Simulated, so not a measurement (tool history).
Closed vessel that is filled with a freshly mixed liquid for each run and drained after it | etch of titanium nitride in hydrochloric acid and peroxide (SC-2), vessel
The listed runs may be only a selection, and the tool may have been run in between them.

| run | hour | temperature setpoint of the liquid (°C) | parts of water to one part each of 37 % hydrochloric acid and 30 % peroxide (parts by volume) | time in the liquid (s) | thickness taken off the titanium nitride on a monitor wafer (Å) |
|---|---|---|---|---|---|
| 1 | 0 | 56 | 9 | 190 | 99.183 |
| 2 | 6 | 56 | 9 | 210 | 109.24 |
| 3 | 10.8 | 59 | 9 | 210 | 132.96 |
| 4 | 11.5 | 59 | 9 | 190 | 119.05 |
| 5 | 19 | 62 | 9 | 190 | 144.66 |
| 6 | 27.3 | 64 | 9 | 190 | 162.43 |
| 7 | 28 | 65.5 | 9 | 190 | 179.77 |

Run 8 comes next. What will it give?
| 8 | 33.7 | 66.5 | 9 | 190 | ? |

{"run 8": {"thickness taken off the titanium nitride on a monitor wafer (Å)": 190.68}}
